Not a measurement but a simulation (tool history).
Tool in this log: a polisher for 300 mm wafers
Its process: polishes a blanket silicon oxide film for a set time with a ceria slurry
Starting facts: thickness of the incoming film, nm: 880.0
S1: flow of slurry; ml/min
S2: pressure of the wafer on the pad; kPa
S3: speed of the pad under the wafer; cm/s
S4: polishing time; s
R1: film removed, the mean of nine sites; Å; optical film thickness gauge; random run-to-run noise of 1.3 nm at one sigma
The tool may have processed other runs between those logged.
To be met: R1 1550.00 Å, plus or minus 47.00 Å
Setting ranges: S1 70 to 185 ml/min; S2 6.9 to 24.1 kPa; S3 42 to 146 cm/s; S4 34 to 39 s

Run 1, day 0.000: S1 120 ml/min, S2 15.2 kPa, S3 94 cm/s, S4 39 s. Result: R1 1197.40 Å.
Run 2, day 0.208: S1 120 ml/min, S2 15.2 kPa, S3 94 cm/s, S4 34 s. Result: R1 1052.90 Å.
Run 3, day 0.329: S1 120 ml/min, S2 12.4 kPa, S3 94 cm/s, S4 34 s. Result: R1 889.14 Å.
Run 4, day 0.362: S1 120 ml/min, S2 12.4 kPa, S3 94 cm/s, S4 34 s. Result: R1 894.99 Å.
Run 5, day 0.633: S1 135 ml/min, S2 12.4 kPa, S3 94 cm/s, S4 34 s. Result: R1 921.97 Å.
Run 6, day 0.796: S1 115 ml/min, S2 12.4 kPa, S3 94 cm/s, S4 34 s. Result: R1 891.93 Å.
Run 7, day 0.829: S1 145 ml/min, S2 16.5 kPa, S3 96 cm/s, S4 34 s. Result: R1 1201.10 Å.
Run 8, day 1.054: S1 145 ml/min, S2 17.9 kPa, S3 96 cm/s, S4 34 s. Result: R1 1279.90 Å.
Run 9, day 1.396: S1 145 ml/min, S2 18.6 kPa, S3 96 cm/s, S4 34 s. Result: R1 1336.30 Å.
Run 10, day 1.692: S1 145 ml/min, S2 19.3 kPa, S3 96 cm/s, S4 34 s. Result: R1 1375.60 Å.
Run 11, day 1.921: S1 145 ml/min, S2 20.0 kPa, S3 96 cm/s, S4 34 s. Result: R1 1409.20 Å.
Run 12, day 2.142: S1 145 ml/min, S2 20.7 kPa, S3 96 cm/s, S4 34 s. Result: R1 1452.00 Å.

Next run, 4 choices. One meets every target within its allowed miss, the rest don't. Which?
Run A, day 2.362: S1 140 ml/min, S2 21.4 kPa, S3 92 cm/s, S4 35 s. Result: R1 ?.
Run B, day 2.362: S1 180 ml/min, S2 20.7 kPa, S3 90 cm/s, S4 35 s. Result: R1 ?.
Run C, day 2.362: S1 130 ml/min, S2 23.4 kPa, S3 80 cm/s, S4 39 s. Result: R1 ?.
Run D, day 2.362: S1 145 ml/min, S2 19.3 kPa, S3 94 cm/s, S4 37 s. Result: R1 ?.

move       R1
   A  1460.20
   B  1448.10
   C  1520.70
   D  1451.10
A: moves toward the targets from the last run without getting all of them in spec
B: no nearer and no further than the last run
C: every result within its allowed miss
D: no nearer and no further than the last run
Move C is the one to make.

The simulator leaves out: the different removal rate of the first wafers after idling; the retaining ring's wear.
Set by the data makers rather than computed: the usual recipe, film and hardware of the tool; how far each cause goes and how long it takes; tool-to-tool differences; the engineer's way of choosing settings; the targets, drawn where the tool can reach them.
